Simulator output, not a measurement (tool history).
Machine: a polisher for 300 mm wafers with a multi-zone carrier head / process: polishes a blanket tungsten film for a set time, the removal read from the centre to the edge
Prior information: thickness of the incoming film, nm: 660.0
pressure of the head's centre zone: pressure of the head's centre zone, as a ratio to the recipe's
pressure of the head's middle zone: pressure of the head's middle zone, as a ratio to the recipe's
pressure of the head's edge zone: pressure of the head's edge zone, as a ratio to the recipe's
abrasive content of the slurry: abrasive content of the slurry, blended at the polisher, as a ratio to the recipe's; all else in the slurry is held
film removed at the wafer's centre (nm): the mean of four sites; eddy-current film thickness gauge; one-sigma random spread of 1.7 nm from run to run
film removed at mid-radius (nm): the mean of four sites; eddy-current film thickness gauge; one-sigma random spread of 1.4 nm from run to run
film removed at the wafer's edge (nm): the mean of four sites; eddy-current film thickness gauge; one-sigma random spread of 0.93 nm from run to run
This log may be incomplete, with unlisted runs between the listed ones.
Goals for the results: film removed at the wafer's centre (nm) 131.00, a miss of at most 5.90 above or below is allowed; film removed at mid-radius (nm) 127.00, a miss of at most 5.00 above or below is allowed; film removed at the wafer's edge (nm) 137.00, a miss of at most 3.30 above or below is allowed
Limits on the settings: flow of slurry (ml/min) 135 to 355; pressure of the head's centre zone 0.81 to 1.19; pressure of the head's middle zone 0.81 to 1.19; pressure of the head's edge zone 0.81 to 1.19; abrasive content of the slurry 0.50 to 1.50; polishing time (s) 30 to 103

run,hour,flow of slurry (ml/min),pressure of the head's centre zone,pressure of the head's middle zone,pressure of the head's edge zone,abrasive content of the slurry,polishing time (s),film removed at the wafer's centre (nm),film removed at mid-radius (nm),film removed at the wafer's edge (nm)
1,0.0,225,1.00,1.00,1.00,1.00,66,236.46,219.97,223.09
2,7.4,225,1.00,1.00,1.00,0.80,66,218.49,204.22,210.07
3,13.4,200,1.00,1.00,1.00,0.80,66,215.72,203.54,206.53
4,21.8,200,0.95,1.00,1.00,0.80,66,206.66,203.23,204.84
5,30.1,195,0.93,0.98,0.99,0.75,64,191.01,190.92,197.28
6,35.2,190,0.93,0.97,0.97,0.70,61,179.83,175.96,180.75
7,35.7,185,0.91,0.95,0.95,0.65,60,168.23,167.82,171.33
8,42.6,180,0.90,0.93,0.94,0.65,59,160.15,158.57,166.88
9,47.7,175,0.89,0.92,0.92,0.65,58,154.73,151.33,161.60
10,52.3,175,0.88,0.91,0.90,0.65,58,155.68,152.83,160.49
11,53.0,155,0.84,0.84,0.87,0.50,50,115.89,112.38,124.22
12,56.9,170,0.84,0.85,0.88,0.50,50,117.91,117.78,126.78
# hour 62.9: centre zone pressure recalibrated
13,62.9,170,0.84,0.85,0.88,0.50,50,106.18,113.47,127.79
14,65.1,170,0.85,0.86,0.89,0.50,50,110.14,114.27,127.27
15,67.5,175,0.87,0.87,0.89,0.50,50,116.72,116.93,127.20
16,73.0,175,0.88,0.88,0.90,0.50,50,115.82,119.54,130.15
17,76.0,175,0.90,0.89,0.90,0.50,50,120.22,122.05,127.51

Pick the move, out of 5, that brings all results within their allowed miss; only one does.
A,79.0,135,0.97,0.81,0.87,0.90,51,?,?,?
B,79.0,195,0.89,0.87,0.83,0.50,48,?,?,?
C,79.0,135,1.11,1.02,0.83,0.65,46,?,?,?
D,79.0,180,0.97,0.92,0.97,0.75,46,?,?,?
E,79.0,170,1.00,0.94,0.88,0.55,55,?,?,?

move,film removed at the wafer's centre (nm),film removed at mid-radius (nm),film removed at the wafer's edge (nm)
A,140.94,127.30,146.51
B,112.90,116.72,121.23
C,133.44,127.15,118.07
D,130.10,129.27,138.19
E,145.43,142.85,143.74
A: moves the result that the last run missed by most past its target, out the other side
B: moves away from the targets compared with the last run
C: moves away from the targets compared with the last run
D: all results land within tolerance of their targets
E: moves the result that the last run missed by most past its target, out the other side
The right move is D.
